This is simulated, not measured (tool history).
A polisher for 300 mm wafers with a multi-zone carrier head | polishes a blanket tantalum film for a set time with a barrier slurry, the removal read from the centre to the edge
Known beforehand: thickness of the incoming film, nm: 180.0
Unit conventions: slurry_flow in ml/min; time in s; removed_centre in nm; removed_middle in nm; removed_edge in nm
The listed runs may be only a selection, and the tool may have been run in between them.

run,day,slurry_flow,centre_zone,middle_zone,edge_zone,slurry_solids,time,removed_centre,removed_middle,removed_edge
1,0,140,1,1,1,1,35,69.372,67.899,66.342
2,0.238,140,1.08,1,1,1,35,73.264,68.643,67.892
3,0.504,155,1.09,1,1.02,1,35,76.238,69.388,67.689
4,0.542,150,1.09,1,1.04,1.1,35,76.574,70.788,70.058
5,0.712,155,1.1,1,1.06,1.15,35,78.74,71.609,71.708
6,0.967,160,1.1,1,1.08,1.2,35,79.733,72.937,73.946
7,1.104,165,1.1,1,1.09,1.2,35,81.151,71.928,74.143

The next listed run, before its measurement:
8,1.208,170,1.1,1.01,1.1,1.25,35,?,?,?

removed_centre: 82.164 nm
removed_middle: 75.357 nm
removed_edge: 74.847 nm

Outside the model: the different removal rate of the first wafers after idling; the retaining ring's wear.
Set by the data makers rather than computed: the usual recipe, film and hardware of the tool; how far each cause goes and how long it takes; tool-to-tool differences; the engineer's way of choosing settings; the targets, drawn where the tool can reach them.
